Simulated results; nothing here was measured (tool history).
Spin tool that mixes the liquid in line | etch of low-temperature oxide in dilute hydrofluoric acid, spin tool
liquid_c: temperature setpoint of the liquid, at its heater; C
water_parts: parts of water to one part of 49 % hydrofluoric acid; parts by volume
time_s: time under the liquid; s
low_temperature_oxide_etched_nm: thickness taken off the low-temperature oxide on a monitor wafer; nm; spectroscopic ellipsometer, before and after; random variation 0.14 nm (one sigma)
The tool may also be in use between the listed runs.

run	hour	liquid_c	water_parts	time_s	low_temperature_oxide_etched_nm
1	0	21	75	60	10.335
2	2.7	23.5	65	60	13.333
3	10.4	25	60	60	15.621
4	14.7	22	60	60	13.758
5	20.7	22	60	60	13.809
6	26.4	24	55	60	16.421
7	35.1	25.5	55	60	17.593
8	42.8	26.5	55	60	18.108
9	46.5	27	55	60	18.419
10	54	27.5	55	60	18.685
11	61.2	28	55	60	19.332
12	65.2	28.5	55	60	19.658

The next listed run, before its measurement:
13	73.5	29	55	60	?

low_temperature_oxide_etched_nm: 19.853 nm

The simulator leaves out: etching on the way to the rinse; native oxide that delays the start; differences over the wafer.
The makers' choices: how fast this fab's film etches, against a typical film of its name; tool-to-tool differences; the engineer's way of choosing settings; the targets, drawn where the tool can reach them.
